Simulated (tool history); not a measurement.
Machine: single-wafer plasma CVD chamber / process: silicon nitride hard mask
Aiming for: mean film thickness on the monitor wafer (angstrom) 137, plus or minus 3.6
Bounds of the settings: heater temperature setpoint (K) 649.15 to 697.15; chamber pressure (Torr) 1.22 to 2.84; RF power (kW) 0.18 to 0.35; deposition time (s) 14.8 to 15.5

run	hour	heater temperature setpoint (K)	chamber pressure (Torr)	RF power (kW)	deposition time (s)	mean film thickness on the monitor wafer (angstrom)
1	0	673.15	2.03	0.265	15.5	158.1
2	3.1	673.15	1.89	0.265	15.5	155.16
3	5	673.15	1.8	0.26	15.5	149.99
4	12.9	673.15	1.8	0.295	15.5	164.28
5	19.8	673.15	1.8	0.295	14.8	157.09
6	20.8	673.15	2.15	0.295	14.8	164.69
7	22.2	673.15	2.01	0.285	14.8	158.74
8	30.7	673.15	1.88	0.275	14.8	152.26
9	38.4	673.15	1.78	0.27	14.8	147.56
10	43.5	673.15	1.7	0.265	14.8	144.92
11	48.4	673.15	1.45	0.25	14.8	132.25
12	55.3	673.15	1.48	0.25	14.8	132.18

Next run, 4 choices. One meets every target within its allowed miss, the rest don't. Which?
A	62.2	671.15	1.27	0.26	15.5	?
B	62.2	667.15	1.54	0.235	14.8	?
C	62.2	670.15	1.28	0.24	14.8	?
D	62.2	674.15	1.42	0.245	14.8	?

move	mean film thickness on the monitor wafer (angstrom)
A	136.88
B	128.84
C	123.58
D	129.28
A: in spec on every target
B: the biggest miss grows against the last run
C: the biggest miss grows against the last run
D: the biggest miss grows against the last run
The right move is A.

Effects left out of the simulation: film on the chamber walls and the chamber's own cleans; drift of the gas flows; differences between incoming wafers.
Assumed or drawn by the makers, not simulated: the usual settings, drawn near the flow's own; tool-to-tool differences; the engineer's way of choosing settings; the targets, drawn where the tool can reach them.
